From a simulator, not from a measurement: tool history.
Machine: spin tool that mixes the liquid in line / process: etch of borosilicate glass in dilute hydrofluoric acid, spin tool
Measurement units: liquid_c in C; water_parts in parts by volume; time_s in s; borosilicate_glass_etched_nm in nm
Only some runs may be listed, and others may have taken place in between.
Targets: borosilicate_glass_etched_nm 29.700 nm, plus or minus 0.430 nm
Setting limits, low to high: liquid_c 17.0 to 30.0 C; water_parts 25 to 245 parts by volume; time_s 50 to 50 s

run,hour,liquid_c,water_parts,time_s,borosilicate_glass_etched_nm
1,0.0,22.0,135,50,16.458
2,5.5,23.0,130,50,17.677
3,8.3,24.0,125,50,19.296
4,16.2,24.0,125,50,19.321
5,20.4,25.0,120,50,20.974
6,25.2,25.0,75,50,35.702
7,26.3,24.0,75,50,34.390
8,31.7,20.0,75,50,29.043

Which of these 5 next moves meets every target?
A,37.1,17.0,65,50,?
B,37.1,21.0,80,50,?
C,37.1,26.0,90,50,?
D,37.1,19.5,70,50,?
E,37.1,23.0,85,50,?

move,borosilicate_glass_etched_nm
A,29.999
B,28.365
C,30.451
D,30.811
E,28.795
A: hits every target within its allowed miss
B: moves away from the targets compared with the last run
C: moves the result that the last run missed by most past its target, out the other side
D: moves the result that the last run missed by most past its target, out the other side
E: moves away from the targets compared with the last run
So the answer is move A, the one that meets all the targets.
